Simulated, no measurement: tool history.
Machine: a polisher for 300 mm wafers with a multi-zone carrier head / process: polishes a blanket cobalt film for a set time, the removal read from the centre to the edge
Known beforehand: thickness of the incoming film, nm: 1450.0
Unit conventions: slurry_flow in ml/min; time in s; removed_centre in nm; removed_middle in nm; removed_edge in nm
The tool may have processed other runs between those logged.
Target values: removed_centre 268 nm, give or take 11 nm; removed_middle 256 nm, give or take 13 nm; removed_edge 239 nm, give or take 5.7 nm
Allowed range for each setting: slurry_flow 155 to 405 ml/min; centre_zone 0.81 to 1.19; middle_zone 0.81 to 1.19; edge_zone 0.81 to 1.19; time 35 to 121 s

run  hour  slurry_flow  centre_zone  middle_zone  edge_zone  time  removed_centre  removed_middle  removed_edge
  1     0          260            1            1          1    78          297.56          277.78        283.76
  2   8.7          255            1            1       0.95    76          283.15          268.03        272.25
  3  15.7          255            1         0.97       0.95    76          282.66          265.34        274.55
  4  20.2          250         1.02            1       0.92    74          283.01           262.1        265.68
  5  28.7          250         1.02            1       0.92    60           228.9          223.32        210.98
  6  31.5          260         1.03         1.02       0.94    62          237.74          225.18        221.09
  7  36.3          255         1.04         1.05       0.92    64          256.85          244.98        224.06
  8  40.3          260         1.04         1.05       0.94    65          252.19          245.59        232.88

Exactly one of the 5 candidate moves below puts every result within its allowed miss. Which one?
  A  44.3          235         1.12         1.19       0.84    71               ?               ?             ?
  B  44.3          245         1.14         0.85       0.98    69               ?               ?             ?
  C  44.3          255         0.95         1.19       0.89    68               ?               ?             ?
  D  44.3          195         1.04         1.03       0.85    72               ?               ?             ?
  E  44.3          260         0.99         1.07       0.96    64               ?               ?             ?

move  removed_centre  removed_middle  removed_edge
   A          293.03          297.45        241.08
   B          290.89          218.72        253.75
   C          241.72          288.19        238.91
   D          267.25          259.07        241.09
   E          237.31          248.07         233.7
A: takes the biggest miss from the last run beyond its target
B: takes the biggest miss from the last run beyond its target
C: misses by more than the last run did
D: all results land within tolerance of their targets
E: misses by more than the last run did
The right move is D.
